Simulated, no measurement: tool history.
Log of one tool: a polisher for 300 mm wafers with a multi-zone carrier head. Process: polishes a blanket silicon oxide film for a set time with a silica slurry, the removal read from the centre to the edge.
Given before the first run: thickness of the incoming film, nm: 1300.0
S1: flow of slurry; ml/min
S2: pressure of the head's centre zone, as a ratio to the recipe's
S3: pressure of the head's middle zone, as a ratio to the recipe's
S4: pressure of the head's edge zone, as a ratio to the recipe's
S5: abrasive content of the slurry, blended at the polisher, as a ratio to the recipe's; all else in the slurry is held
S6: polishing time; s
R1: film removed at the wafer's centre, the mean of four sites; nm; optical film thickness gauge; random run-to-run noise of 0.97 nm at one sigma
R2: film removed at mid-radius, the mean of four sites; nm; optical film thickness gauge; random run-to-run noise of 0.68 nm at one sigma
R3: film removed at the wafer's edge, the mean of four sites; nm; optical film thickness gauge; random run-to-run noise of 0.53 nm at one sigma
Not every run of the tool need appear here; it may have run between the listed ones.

Run 1, hour 0: S1 215 ml/min, S2 1, S3 1, S4 1, S5 1, S6 36 s. Result: R1 106.15 nm, R2 105.5 nm, R3 108.1 nm.
Run 2, hour 8.2: S1 215 ml/min, S2 1.01, S3 1, S4 0.97, S5 0.9, S6 34 s. Result: R1 98.955 nm, R2 94.065 nm, R3 93.652 nm.
Run 3, hour 16.9: S1 180 ml/min, S2 1.01, S3 1, S4 0.97, S5 0.9, S6 34 s. Result: R1 95.861 nm, R2 92.238 nm, R3 94.185 nm.
Run 4, hour 23.7: S1 190 ml/min, S2 1, S3 1, S4 0.96, S5 0.85, S6 33 s. Result: R1 91.832 nm, R2 87.625 nm, R3 88.465 nm.
Run 5, hour 26: S1 195 ml/min, S2 0.99, S3 1, S4 0.95, S5 0.8, S6 32 s. Result: R1 84.103 nm, R2 81.878 nm, R3 82.249 nm.
Run 6, hour 28: S1 195 ml/min, S2 0.92, S3 1, S4 0.95, S5 0.8, S6 32 s. Result: R1 78.822 nm, R2 81.269 nm, R3 82.521 nm.
Run 7, hour 35.6: S1 200 ml/min, S2 1.02, S3 1, S4 0.85, S5 0.55, S6 28 s. Result: R1 59.357 nm, R2 56.509 nm, R3 52.472 nm.
Run 8, hour 42.6: S1 200 ml/min, S2 1.03, S3 1.01, S4 0.87, S5 0.55, S6 28 s. Result: R1 59.973 nm, R2 57.703 nm, R3 54.24 nm.
Run 9, hour 46.6: S1 205 ml/min, S2 1.05, S3 1.02, S4 0.88, S5 0.55, S6 28 s. Result: R1 61.755 nm, R2 57.232 nm, R3 55.44 nm.
Run 10, hour 55: S1 205 ml/min, S2 1.06, S3 1.04, S4 0.88, S5 0.55, S6 28 s. Result: R1 60.685 nm, R2 58.774 nm, R3 54.38 nm.
Run 11, hour 56.9: S1 205 ml/min, S2 1.07, S3 1.05, S4 0.89, S5 0.55, S6 28 s. Result: R1 62.358 nm, R2 58.946 nm, R3 55 nm.
Run 12, hour 63.7: S1 205 ml/min, S2 1.08, S3 1.06, S4 0.9, S5 0.55, S6 28 s. Result: R1 63.608 nm, R2 60.327 nm, R3 54.911 nm.
Run 13, hour 69.8: S1 205 ml/min, S2 1.08, S3 1.06, S4 0.91, S5 0.55, S6 28 s. Result: R1 62.674 nm, R2 59.122 nm, R3 56.277 nm.
Run 14, hour 72.2: S1 205 ml/min, S2 1.09, S3 1.07, S4 0.92, S5 0.55, S6 28 s. Result: R1 62.106 nm, R2 59.55 nm, R3 55.516 nm.
Run 15, hour 78.1: S1 210 ml/min, S2 1.1, S3 1.07, S4 0.93, S5 0.55, S6 28 s. Result: R1 64.94 nm, R2 60.889 nm, R3 55.816 nm.
Run 16, hour 81.1: S1 210 ml/min, S2 1.1, S3 1.07, S4 0.94, S5 0.55, S6 28 s. Result: R1 62.986 nm, R2 60.167 nm, R3 55.996 nm.
Run 17, hour 87.9: S1 210 ml/min, S2 1.11, S3 1.07, S4 0.95, S5 0.55, S6 28 s. Result: R1 64.765 nm, R2 60.385 nm, R3 55.921 nm.
Run 18, hour 93.6: S1 210 ml/min, S2 1.11, S3 1.07, S4 0.97, S5 0.55, S6 28 s. Result: R1 64.719 nm, R2 60.345 nm, R3 57.754 nm.
Run 19, hour 101.4: S1 210 ml/min, S2 1.12, S3 1.08, S4 0.98, S5 0.55, S6 28 s. Result: R1 65.302 nm, R2 59.968 nm, R3 56.984 nm.
Run 20, hour 105.8: S1 215 ml/min, S2 1.12, S3 1.09, S4 0.99, S5 0.55, S6 28 s. Result: R1 66.18 nm, R2 60.775 nm, R3 57.377 nm.
Run 21, hour 108.5: S1 215 ml/min, S2 1.12, S3 1.1, S4 1, S5 0.55, S6 28 s. Result: R1 65.954 nm, R2 60.978 nm, R3 58.042 nm.

What does the tool deliver on the next run?
Run 22, hour 113.4: S1 215 ml/min, S2 1.12, S3 1.11, S4 1.01, S5 0.55, S6 28 s. Result: R1 ?, R2 ?, R3 ?.

R1: 64.885 nm
R2: 62.77 nm
R3: 57.839 nm
